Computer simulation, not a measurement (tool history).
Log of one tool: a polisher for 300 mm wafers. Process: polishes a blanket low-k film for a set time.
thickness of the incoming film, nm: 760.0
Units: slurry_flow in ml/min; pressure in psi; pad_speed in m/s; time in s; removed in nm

run	day	slurry_flow	pressure	pad_speed	slurry_solids	time	removed
1	0.000	280	1.5	0.78	1.0	84	22.941
2	0.133	280	1.6	0.82	1.0	84	25.262
3	0.300	280	1.6	0.82	1.0	89	26.531
4	0.538	280	1.6	0.82	1.0	89	27.112
5	0.812	280	1.6	0.72	1.0	89	24.521
6	0.871	280	1.7	0.78	1.0	89	27.293

Run 7 comes next. What will it give?
7	1.146	280	1.7	0.78	1.0	89	?

{"run 7": {"removed": 27.73}}
